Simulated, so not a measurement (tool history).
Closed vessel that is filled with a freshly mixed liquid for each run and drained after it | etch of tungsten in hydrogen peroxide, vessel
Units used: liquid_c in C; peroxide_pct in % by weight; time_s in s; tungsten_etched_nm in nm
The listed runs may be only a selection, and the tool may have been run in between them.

run,hour,liquid_c,peroxide_pct,time_s,tungsten_etched_nm
1,0.0,50.0,24.0,90,178.630
2,5.4,50.0,24.0,90,176.890
3,8.8,48.0,24.0,90,155.390
4,9.7,48.0,27.0,90,167.780
5,14.1,48.0,27.0,100,185.950
6,17.1,48.0,24.5,100,177.020
7,21.4,40.0,24.0,100,104.860
8,22.8,39.5,24.0,100,101.590

Run 9 has not been measured yet. What should we expect?
9,24.7,36.5,24.0,100,?

tungsten_etched_nm: 83.351 nm

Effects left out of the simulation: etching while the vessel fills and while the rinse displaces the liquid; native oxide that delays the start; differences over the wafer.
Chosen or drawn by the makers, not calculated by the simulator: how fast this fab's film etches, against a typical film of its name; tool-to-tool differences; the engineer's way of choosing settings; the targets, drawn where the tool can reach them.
